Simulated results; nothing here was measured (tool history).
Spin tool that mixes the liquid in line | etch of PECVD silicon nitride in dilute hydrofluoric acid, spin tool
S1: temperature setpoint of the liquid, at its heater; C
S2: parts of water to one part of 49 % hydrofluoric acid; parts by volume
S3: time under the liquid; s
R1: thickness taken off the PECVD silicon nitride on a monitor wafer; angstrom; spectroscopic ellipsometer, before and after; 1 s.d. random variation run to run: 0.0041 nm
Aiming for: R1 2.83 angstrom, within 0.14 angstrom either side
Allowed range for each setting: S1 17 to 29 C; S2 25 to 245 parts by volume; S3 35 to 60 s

| run | hour | S1 | S2 | S3 | R1 |
|---|---|---|---|---|---|
| 1 | 0 | 21 | 135 | 60 | 7.1613 |
| 2 | 1 | 21 | 135 | 35 | 4.2204 |
| 3 | 5.5 | 17.5 | 135 | 35 | 3.2484 |
| 4 | 10.8 | 17 | 140 | 35 | 3.1377 |
| 5 | 19.2 | 17 | 145 | 35 | 2.9945 |
| 6 | 21.5 | 17 | 145 | 60 | 5.0326 |
|  | 27.4 | thermometer replaced |
| 7 | 27.4 | 17 | 160 | 55 | 3.8694 |
| 8 | 33.1 | 17 | 170 | 55 | 3.6894 |
| 9 | 34.2 | 17 | 180 | 55 | 3.4764 |
| 10 | 36.8 | 17 | 185 | 55 | 3.4576 |
| 11 | 42.6 | 17 | 190 | 55 | 3.2893 |
| 12 | 44.8 | 17 | 195 | 55 | 3.2387 |
| 13 | 52.1 | 17 | 200 | 55 | 3.2292 |
| 14 | 55.7 | 17 | 205 | 55 | 3.1154 |
| 15 | 57.9 | 17 | 210 | 55 | 3.0131 |

Consider the 4 candidate settings below. Which is the only one whose results all fall within their allowed miss of target?
| A | 60.1 | 17 | 230 | 50 | ? |
| B | 60.1 | 18 | 220 | 50 | ? |
| C | 60.1 | 17 | 190 | 40 | ? |
| D | 60.1 | 17 | 225 | 60 | ? |

| move | R1 |
|---|---|
| A | 2.6114 |
| B | 2.9127 |
| C | 2.5083 |
| D | 3.2002 |
A: takes the biggest miss from the last run beyond its target
B: each result inside its tolerance
C: takes the biggest miss from the last run beyond its target
D: the biggest miss grows against the last run
B meets every target.
